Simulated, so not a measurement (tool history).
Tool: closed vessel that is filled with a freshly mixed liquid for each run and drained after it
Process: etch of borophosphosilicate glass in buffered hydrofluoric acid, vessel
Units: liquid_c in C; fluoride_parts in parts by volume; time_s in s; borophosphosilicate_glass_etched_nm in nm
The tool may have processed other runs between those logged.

run,hour,liquid_c,fluoride_parts,time_s,borophosphosilicate_glass_etched_nm
1,0.0,22.0,21.5,30,18.843
2,2.7,20.5,22.0,30,17.173
3,7.5,19.5,22.0,30,16.389
4,9.6,19.0,22.5,30,15.472
5,15.6,19.0,17.5,30,19.390
6,23.8,18.5,19.0,30,17.193
7,25.6,18.0,20.0,30,16.048

Predict the results of run 8:
8,30.7,17.5,20.5,30,?

Run 8 came out at borophosphosilicate_glass_etched_nm 15.230 nm.
